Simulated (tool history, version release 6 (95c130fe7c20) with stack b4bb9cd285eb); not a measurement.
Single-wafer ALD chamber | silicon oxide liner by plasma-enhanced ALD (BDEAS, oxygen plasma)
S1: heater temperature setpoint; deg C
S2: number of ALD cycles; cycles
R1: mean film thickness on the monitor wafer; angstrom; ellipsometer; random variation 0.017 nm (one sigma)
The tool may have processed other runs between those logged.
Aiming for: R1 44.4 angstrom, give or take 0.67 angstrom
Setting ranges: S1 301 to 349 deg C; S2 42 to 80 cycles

run  hour   S1  S2      R1
  1     0  325  61  56.027
  2   1.9  314  61  56.876
  3   6.2  325  61  55.641
  4  14.2  326  59  54.083
  5  15.8  326  53  48.393
  6  17.7  331  53  47.808
  7  20.5  332  52  47.098
  8  23.5  333  51  46.405

5 candidate next runs follow, results not yet known. Just one meets every target within its allowed miss. Identify it.
  A  26.5  344  51   ?
  B  26.5  330  50   ?
  C  26.5  347  50   ?
  D  26.5  348  52   ?
  E  26.5  318  50   ?

move      R1
   A  45.609
   B  45.532
   C  44.539
   D   46.26
   E  46.233
A: closer than the last run, but not yet in spec
B: closer than the last run, but not yet in spec
C: all results land within tolerance of their targets
D: closer than the last run, but not yet in spec
E: closer than the last run, but not yet in spec
So the answer is move C, the one that meets all the targets.
